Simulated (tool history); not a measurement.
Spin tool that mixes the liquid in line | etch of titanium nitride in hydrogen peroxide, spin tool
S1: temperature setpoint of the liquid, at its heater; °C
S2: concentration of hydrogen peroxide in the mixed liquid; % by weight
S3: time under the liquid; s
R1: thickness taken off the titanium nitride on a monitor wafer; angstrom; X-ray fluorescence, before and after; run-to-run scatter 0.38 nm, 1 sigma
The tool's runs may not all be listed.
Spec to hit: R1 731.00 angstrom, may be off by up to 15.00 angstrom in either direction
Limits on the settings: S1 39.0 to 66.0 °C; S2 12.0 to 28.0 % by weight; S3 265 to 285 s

Run 1, hour 0.0: S1 55.0 °C, S2 19.0 % by weight, S3 265 s. Result: R1 323.08 angstrom.
Run 2, hour 3.5: S1 55.0 °C, S2 19.0 % by weight, S3 285 s. Result: R1 344.83 angstrom.
Run 3, hour 5.6: S1 58.0 °C, S2 19.0 % by weight, S3 285 s. Result: R1 419.91 angstrom.
Run 4, hour 14.5: S1 52.0 °C, S2 19.0 % by weight, S3 285 s. Result: R1 279.36 angstrom.
Run 5, hour 15.6: S1 48.5 °C, S2 19.0 % by weight, S3 285 s. Result: R1 216.33 angstrom.
Run 6, hour 17.9: S1 48.5 °C, S2 21.5 % by weight, S3 285 s. Result: R1 222.95 angstrom.
Run 7, hour 19.6: S1 53.0 °C, S2 21.5 % by weight, S3 285 s. Result: R1 307.91 angstrom.
Run 8, hour 26.5: S1 56.5 °C, S2 21.5 % by weight, S3 285 s. Result: R1 391.86 angstrom.
Run 9, hour 29.8: S1 64.5 °C, S2 21.5 % by weight, S3 285 s. Result: R1 679.02 angstrom.
Run 10, hour 31.2: S1 65.0 °C, S2 21.5 % by weight, S3 285 s. Result: R1 696.68 angstrom.
Run 11, hour 34.2: S1 66.0 °C, S2 21.5 % by weight, S3 285 s. Result: R1 747.93 angstrom.

Consider the 4 candidate settings below. Which is the only one whose results all fall within their allowed miss of target?
Run A, hour 37.2: S1 66.0 °C, S2 22.5 % by weight, S3 285 s. Result: R1 ?.
Run B, hour 37.2: S1 66.0 °C, S2 24.5 % by weight, S3 285 s. Result: R1 ?.
Run C, hour 37.2: S1 66.0 °C, S2 23.5 % by weight, S3 285 s. Result: R1 ?.
Run D, hour 37.2: S1 66.0 °C, S2 20.0 % by weight, S3 285 s. Result: R1 ?.

move      R1
   A  751.08
   B  765.09
   C  758.19
   D  732.28
A: its largest miss is bigger than the last run's
B: its largest miss is bigger than the last run's
C: its largest miss is bigger than the last run's
D: each result inside its tolerance
Correct choice: D, which meets every target
